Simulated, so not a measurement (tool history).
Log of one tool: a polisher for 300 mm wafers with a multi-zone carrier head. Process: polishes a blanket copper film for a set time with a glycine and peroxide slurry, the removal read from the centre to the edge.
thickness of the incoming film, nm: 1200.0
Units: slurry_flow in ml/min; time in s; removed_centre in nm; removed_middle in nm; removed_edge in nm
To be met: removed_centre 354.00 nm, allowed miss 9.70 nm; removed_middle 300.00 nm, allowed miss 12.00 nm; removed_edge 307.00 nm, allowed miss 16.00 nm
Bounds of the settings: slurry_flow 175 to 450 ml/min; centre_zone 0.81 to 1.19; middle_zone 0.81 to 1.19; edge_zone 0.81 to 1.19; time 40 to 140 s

Run 1, day 0.000: slurry_flow 290 ml/min, centre_zone 1.00, middle_zone 1.00, edge_zone 1.00, time 90 s. Result: removed_centre 473.71 nm, removed_middle 430.47 nm, removed_edge 425.14 nm.
Run 2, day 0.208: slurry_flow 290 ml/min, centre_zone 0.92, middle_zone 1.00, edge_zone 1.00, time 90 s. Result: removed_centre 427.76 nm, removed_middle 442.47 nm, removed_edge 429.36 nm.
Run 3, day 0.558: slurry_flow 290 ml/min, centre_zone 0.94, middle_zone 0.96, edge_zone 0.96, time 83 s. Result: removed_centre 400.56 nm, removed_middle 387.93 nm, removed_edge 385.92 nm.
Run 4, day 0.667: slurry_flow 290 ml/min, centre_zone 0.95, middle_zone 0.93, edge_zone 0.92, time 79 s. Result: removed_centre 397.26 nm, removed_middle 361.14 nm, removed_edge 372.45 nm.
Run 5, day 0.758: slurry_flow 290 ml/min, centre_zone 0.95, middle_zone 0.87, edge_zone 0.92, time 79 s. Result: removed_centre 389.32 nm, removed_middle 341.37 nm, removed_edge 362.41 nm.
Run 6, day 0.896: slurry_flow 290 ml/min, centre_zone 0.96, middle_zone 0.88, edge_zone 0.89, time 75 s. Result: removed_centre 373.98 nm, removed_middle 333.29 nm, removed_edge 333.81 nm.
Run 7, day 1.212: slurry_flow 290 ml/min, centre_zone 0.96, middle_zone 0.88, edge_zone 0.89, time 75 s. Result: removed_centre 380.43 nm, removed_middle 324.44 nm, removed_edge 340.65 nm.
Run 8, day 1.417: slurry_flow 285 ml/min, centre_zone 0.96, middle_zone 0.88, edge_zone 0.87, time 73 s. Result: removed_centre 364.32 nm, removed_middle 320.89 nm, removed_edge 331.60 nm.
Run 9, day 1.588: slurry_flow 290 ml/min, centre_zone 0.97, middle_zone 0.88, edge_zone 0.86, time 72 s. Result: removed_centre 360.16 nm, removed_middle 313.27 nm, removed_edge 326.25 nm.
Run 10, day 1.675: slurry_flow 290 ml/min, centre_zone 0.98, middle_zone 0.89, edge_zone 0.84, time 71 s. Result: removed_centre 368.21 nm, removed_middle 308.92 nm, removed_edge 316.75 nm.
Run 11, day 1.771: slurry_flow 285 ml/min, centre_zone 0.98, middle_zone 0.89, edge_zone 0.83, time 71 s. Result: removed_centre 361.86 nm, removed_middle 307.75 nm, removed_edge 308.03 nm.

4 next moves are on the table. One of them brings every result within its allowed miss. Which?
Run A, day 1.867: slurry_flow 260 ml/min, centre_zone 1.06, middle_zone 0.93, edge_zone 0.81, time 69 s. Result: removed_centre ?, removed_middle ?, removed_edge ?.
Run B, day 1.867: slurry_flow 270 ml/min, centre_zone 0.98, middle_zone 0.87, edge_zone 0.81, time 74 s. Result: removed_centre ?, removed_middle ?, removed_edge ?.
Run C, day 1.867: slurry_flow 320 ml/min, centre_zone 0.99, middle_zone 0.87, edge_zone 0.86, time 68 s. Result: removed_centre ?, removed_middle ?, removed_edge ?.
Run D, day 1.867: slurry_flow 285 ml/min, centre_zone 1.03, middle_zone 0.83, edge_zone 0.81, time 71 s. Result: removed_centre ?, removed_middle ?, removed_edge ?.

move  removed_centre  removed_middle  removed_edge
   A          375.71          304.48        290.85
   B          374.29          310.56        313.29
   C          354.68          290.69        299.85
   D          380.00          288.40        302.20
A: further off than the last run
B: further off than the last run
C: meets every target
D: further off than the last run
Answer: C
